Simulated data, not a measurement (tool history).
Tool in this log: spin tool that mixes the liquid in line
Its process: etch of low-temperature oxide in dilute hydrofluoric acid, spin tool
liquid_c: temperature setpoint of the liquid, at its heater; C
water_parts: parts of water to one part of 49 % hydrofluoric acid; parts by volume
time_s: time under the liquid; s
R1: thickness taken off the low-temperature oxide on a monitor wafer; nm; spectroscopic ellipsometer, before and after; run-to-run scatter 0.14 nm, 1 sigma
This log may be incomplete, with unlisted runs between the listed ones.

run 1 day=0 | liquid_c=26 water_parts=270 time_s=105 | R1=5.6748
run 2 day=0.071 | liquid_c=26 water_parts=190 time_s=105 | R1=8.815
run 3 day=0.154 | liquid_c=26 water_parts=100 time_s=105 | R1=19.104
run 4 day=0.5 | liquid_c=25.5 water_parts=100 time_s=105 | R1=18.044
run 5 day=0.846 | liquid_c=22 water_parts=100 time_s=105 | R1=16.107
run 6 day=1.117 | liquid_c=22 water_parts=160 time_s=105 | R1=9.3372
run 7 day=1.408 | liquid_c=23 water_parts=160 time_s=105 | R1=9.7316
-- day=1.725 hydrofluoric acid flow meter replaced
run 8 day=1.725 | liquid_c=24 water_parts=160 time_s=105 | R1=10.805
run 9 day=2.062 | liquid_c=24.5 water_parts=160 time_s=105 | R1=11.022
run 10 day=2.246 | liquid_c=25 water_parts=160 time_s=105 | R1=11.243
run 11 day=2.488 | liquid_c=25.5 water_parts=160 time_s=105 | R1=11.448

Predict the results of run 12:
run 12 day=2.529 | liquid_c=26 water_parts=160 time_s=105 | R1=?

{"run 12": {"R1": 11.651}}

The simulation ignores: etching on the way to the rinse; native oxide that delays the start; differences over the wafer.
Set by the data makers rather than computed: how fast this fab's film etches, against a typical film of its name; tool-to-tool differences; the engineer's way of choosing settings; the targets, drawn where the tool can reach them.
